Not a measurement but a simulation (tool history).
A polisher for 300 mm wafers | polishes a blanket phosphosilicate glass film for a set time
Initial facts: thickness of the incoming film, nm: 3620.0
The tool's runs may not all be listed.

run,hour,flow of slurry (ml/min),pressure of the wafer on the pad (kPa),speed of the pad under the wafer (cm/s),abrasive content of the slurry,polishing time (s),film removed (angstrom)
1,0.0,220,22.1,118,1.0,49,5090.7
2,0.5,220,21.4,118,1.0,49,4948.1
3,2.6,220,20.7,118,1.0,49,4858.7
4,6.0,220,20.0,118,1.0,49,4655.4
5,11.1,220,15.9,118,1.0,49,3725.0
6,15.7,220,15.9,118,1.0,44,3260.1

For run 7, what comes out?
7,22.8,225,17.2,118,1.0,44,?

film removed (angstrom): 3652.5
